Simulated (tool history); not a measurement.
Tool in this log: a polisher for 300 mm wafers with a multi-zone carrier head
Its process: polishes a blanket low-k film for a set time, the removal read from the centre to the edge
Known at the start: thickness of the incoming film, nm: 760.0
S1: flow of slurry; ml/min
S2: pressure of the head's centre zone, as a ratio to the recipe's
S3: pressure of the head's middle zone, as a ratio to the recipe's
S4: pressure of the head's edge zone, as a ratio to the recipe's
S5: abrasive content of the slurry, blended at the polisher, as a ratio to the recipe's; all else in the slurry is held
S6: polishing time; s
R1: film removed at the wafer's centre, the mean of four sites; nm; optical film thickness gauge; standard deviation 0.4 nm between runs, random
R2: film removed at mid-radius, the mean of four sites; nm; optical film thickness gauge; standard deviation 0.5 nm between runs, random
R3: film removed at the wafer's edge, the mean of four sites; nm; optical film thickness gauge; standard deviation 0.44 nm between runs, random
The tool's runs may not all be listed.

{"run": 1, "day": 0.0, "S1": 305, "S2": 1, "S3": 1, "S4": 1, "S5": 1, "S6": 75, "R1": 26.49, "R2": 26.508, "R3": 27.164}
{"run": 2, "day": 0.058, "S1": 305, "S2": 1, "S3": 1, "S4": 1, "S5": 0.9, "S6": 75, "R1": 25.108, "R2": 25.121, "R3": 25.26}
{"run": 3, "day": 0.25, "S1": 310, "S2": 0.99, "S3": 1.06, "S4": 1.01, "S5": 1.1, "S6": 77, "R1": 28.111, "R2": 29.313, "R3": 28.801}
{"run": 4, "day": 0.292, "S1": 310, "S2": 0.96, "S3": 1.1, "S4": 1.02, "S5": 1.25, "S6": 81, "R1": 30.407, "R2": 34.087, "R3": 32.321}
{"run": 5, "day": 0.658, "S1": 310, "S2": 0.96, "S3": 1.1, "S4": 1.02, "S5": 1.25, "S6": 91, "R1": 33.838, "R2": 37.349, "R3": 35.951}
{"run": 6, "day": 0.967, "S1": 315, "S2": 0.95, "S3": 1.13, "S4": 1.04, "S5": 1.3, "S6": 91, "R1": 34.687, "R2": 40.153, "R3": 37.107}

Predict the results of run 7:
{"day": 1.342, "done": "slurry nozzle cleaned"}
{"run": 7, "day": 1.342, "S1": 320, "S2": 0.95, "S3": 1.14, "S4": 1.07, "S5": 1.35, "S6": 91, "R1": "?", "R2": "?", "R3": "?"}

{"run 7": {"R1": 36.38, "R2": 42.492, "R3": 39.654}}

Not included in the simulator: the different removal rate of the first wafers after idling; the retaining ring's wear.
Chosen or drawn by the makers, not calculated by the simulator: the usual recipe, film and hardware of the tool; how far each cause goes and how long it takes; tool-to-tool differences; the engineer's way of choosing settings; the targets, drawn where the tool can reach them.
